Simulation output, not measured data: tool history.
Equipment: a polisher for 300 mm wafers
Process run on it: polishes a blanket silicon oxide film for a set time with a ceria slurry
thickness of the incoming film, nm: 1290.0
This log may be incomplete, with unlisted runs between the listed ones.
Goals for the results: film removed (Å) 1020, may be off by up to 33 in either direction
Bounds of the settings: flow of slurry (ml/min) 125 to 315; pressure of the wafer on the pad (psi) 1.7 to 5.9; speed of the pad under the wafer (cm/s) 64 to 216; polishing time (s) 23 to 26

run,day,flow of slurry (ml/min),pressure of the wafer on the pad (psi),speed of the pad under the wafer (cm/s),polishing time (s),film removed (Å)
1,0,205,3.8,140,26,2055.7
2,0.108,205,3.5,138,26,1892.9
3,0.242,240,3.5,138,26,1908.9
4,0.354,240,3.5,138,23,1692.9
5,0.7,240,3.3,138,23,1581.4
6,0.946,270,3.3,138,23,1642.9
7,1.262,270,3.1,138,23,1507
8,1.608,270,3,138,23,1491.4
9,1.783,270,2.8,138,23,1381.3
10,1.917,270,2.7,138,23,1357.7
11,2.229,270,2.6,138,23,1304.1
12,2.267,270,2.5,138,23,1230
13,2.425,250,1.8,138,23,902.27
14,2.625,255,1.8,138,23,902.23
15,2.771,260,1.8,138,23,909.48
16,2.896,265,1.8,138,23,906.53
17,3.188,270,1.8,138,23,902.46

5 next moves are on the table. One of them brings every result within its allowed miss. Which?
A,3.479,260,2,138,25,?
B,3.479,260,2.1,130,24,?
C,3.479,185,2.1,96,26,?
D,3.479,250,1.9,132,24,?
E,3.479,255,1.8,116,26,?

move,film removed (Å)
A,1086.1
B,1030.5
C,805.08
D,948.06
E,863.19
A: pushes the last run's worst result past its target
B: all results in spec
C: the biggest miss grows against the last run
D: an improvement on the last run, though not all results are within tolerance
E: the biggest miss grows against the last run
The move that meets every target is B.
